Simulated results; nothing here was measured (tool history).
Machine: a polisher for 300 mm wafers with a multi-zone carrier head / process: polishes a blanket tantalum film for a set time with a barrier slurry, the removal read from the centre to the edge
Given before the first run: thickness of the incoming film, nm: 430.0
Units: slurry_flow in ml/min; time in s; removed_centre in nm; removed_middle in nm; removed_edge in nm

run,hour,slurry_flow,centre_zone,middle_zone,edge_zone,slurry_solids,time,removed_centre,removed_middle,removed_edge
1,0.0,205,1.00,1.00,1.00,1.00,59,89.883,92.829,96.221
2,2.3,205,1.00,1.00,1.03,1.00,59,90.073,93.250,98.017
3,6.4,205,1.00,1.00,1.03,1.00,46,71.071,73.995,76.073
4,13.5,205,1.00,1.00,1.09,1.00,46,70.459,73.437,78.341
5,15.7,205,1.00,1.00,1.14,1.00,46,70.484,73.031,79.361
6,17.0,205,1.05,1.00,1.14,1.00,46,74.168,72.954,80.287
7,24.8,210,1.06,1.00,1.15,1.10,50,82.970,83.133,90.473
8,33.6,215,1.08,0.99,1.16,1.20,52,90.409,89.205,95.930
9,40.9,210,1.08,0.97,1.17,1.25,55,98.259,91.144,103.810
10,45.7,215,1.07,0.97,1.18,1.30,56,98.905,94.294,108.360

What does the tool deliver on the next run?
11,53.8,225,1.08,0.97,1.18,1.35,57,?,?,?

{"run 11": {"removed_centre": 102.92, "removed_middle": 97.926, "removed_edge": 111.35}}

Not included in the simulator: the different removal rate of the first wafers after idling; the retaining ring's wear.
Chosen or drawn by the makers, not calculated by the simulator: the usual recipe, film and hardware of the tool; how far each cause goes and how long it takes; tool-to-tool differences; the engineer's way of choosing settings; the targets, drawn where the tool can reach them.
